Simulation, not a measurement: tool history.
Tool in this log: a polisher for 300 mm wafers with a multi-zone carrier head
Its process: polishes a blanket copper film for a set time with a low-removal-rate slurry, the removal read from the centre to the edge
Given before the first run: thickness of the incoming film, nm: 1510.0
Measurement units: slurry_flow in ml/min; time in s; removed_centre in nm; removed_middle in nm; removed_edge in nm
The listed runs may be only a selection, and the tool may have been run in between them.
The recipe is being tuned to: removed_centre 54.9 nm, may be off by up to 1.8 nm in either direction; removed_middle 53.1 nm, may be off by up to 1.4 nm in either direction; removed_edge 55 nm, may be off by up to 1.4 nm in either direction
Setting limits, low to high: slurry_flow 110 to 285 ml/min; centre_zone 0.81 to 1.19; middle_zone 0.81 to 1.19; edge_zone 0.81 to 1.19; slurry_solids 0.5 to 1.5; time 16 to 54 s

run	hour	slurry_flow	centre_zone	middle_zone	edge_zone	slurry_solids	time	removed_centre	removed_middle	removed_edge
1	0	180	1	1	1	1	35	92.684	91.945	94.325
2	0.6	180	1	1	0.94	1	35	91.948	94.49	92.439
3	1.5	175	1	0.97	0.92	0.9	32	82.369	80.654	81.024
4	5.7	170	0.98	0.95	0.9	0.8	30	72.523	71.506	72.629
5	13.2	170	0.98	0.95	0.9	1	30	76.332	75.789	75.302
6	20.6	170	0.98	0.99	0.9	1	30	75.103	77.954	76.244
7	28.8	165	0.97	0.97	0.88	0.9	29	71.902	72.988	71.193
8	34.5	160	0.95	0.95	0.87	0.8	28	64.303	65.499	65.494
9	42.4	155	0.95	0.94	0.86	0.75	28	64.298	63.615	63.873

Next run, 5 choices. One meets every target within its allowed miss, the rest don't. Which?
A	50.3	195	0.97	0.91	0.89	0.7	23	?	?	?
B	50.3	135	0.93	0.88	0.82	0.65	24	?	?	?
C	50.3	140	0.93	0.9	0.82	0.75	23	?	?	?
D	50.3	130	1.06	0.96	0.81	0.95	22	?	?	?
E	50.3	120	0.9	0.81	0.95	0.8	25	?	?	?

move	removed_centre	removed_middle	removed_edge
A	54.722	52.603	54.058
B	50.136	49.316	51.123
C	49.992	50.044	50.801
D	56.552	52.409	50.356
E	51.37	48.983	58.601
A: in spec on every target
B: the result that was furthest off in the last run now lies on the other side of its target
C: the result that was furthest off in the last run now lies on the other side of its target
D: brings the result that was furthest off to its target, and leaves another outside
E: the result that was furthest off in the last run now lies on the other side of its target
Correct choice: A, which meets every target
